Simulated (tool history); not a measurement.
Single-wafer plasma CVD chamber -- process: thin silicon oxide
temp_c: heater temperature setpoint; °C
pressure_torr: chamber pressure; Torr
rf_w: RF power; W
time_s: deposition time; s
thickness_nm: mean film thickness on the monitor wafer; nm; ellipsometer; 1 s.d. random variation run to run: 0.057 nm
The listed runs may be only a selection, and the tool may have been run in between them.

{"run": 1, "hour": 0.0, "temp_c": 385, "pressure_torr": 0.604, "rf_w": 305, "time_s": 8.0, "thickness_nm": 11.149}
{"run": 2, "hour": 7.8, "temp_c": 385, "pressure_torr": 0.623, "rf_w": 305, "time_s": 8.0, "thickness_nm": 11.459}
{"run": 3, "hour": 14.4, "temp_c": 385, "pressure_torr": 0.623, "rf_w": 305, "time_s": 7.6, "thickness_nm": 10.885}
{"run": 4, "hour": 15.9, "temp_c": 385, "pressure_torr": 0.644, "rf_w": 305, "time_s": 7.6, "thickness_nm": 11.308}
{"run": 5, "hour": 20.7, "temp_c": 385, "pressure_torr": 0.664, "rf_w": 305, "time_s": 7.6, "thickness_nm": 11.665}
{"run": 6, "hour": 29.1, "temp_c": 385, "pressure_torr": 0.664, "rf_w": 330, "time_s": 7.6, "thickness_nm": 11.921}
{"run": 7, "hour": 33.2, "temp_c": 385, "pressure_torr": 0.681, "rf_w": 330, "time_s": 7.6, "thickness_nm": 12.239}
{"run": 8, "hour": 35.4, "temp_c": 385, "pressure_torr": 0.681, "rf_w": 330, "time_s": 7.6, "thickness_nm": 12.275}
{"run": 9, "hour": 43.0, "temp_c": 385, "pressure_torr": 0.696, "rf_w": 330, "time_s": 7.6, "thickness_nm": 12.52}
{"run": 10, "hour": 48.8, "temp_c": 385, "pressure_torr": 0.71, "rf_w": 330, "time_s": 7.6, "thickness_nm": 12.799}
{"run": 11, "hour": 52.4, "temp_c": 385, "pressure_torr": 0.723, "rf_w": 330, "time_s": 7.6, "thickness_nm": 12.945}

Run 12, settings as shown, results not yet in. Your forecast:
{"run": 12, "hour": 59.0, "temp_c": 385, "pressure_torr": 0.735, "rf_w": 330, "time_s": 7.6, "thickness_nm": "?"}

Run 12 yielded thickness_nm 13.067 nm.
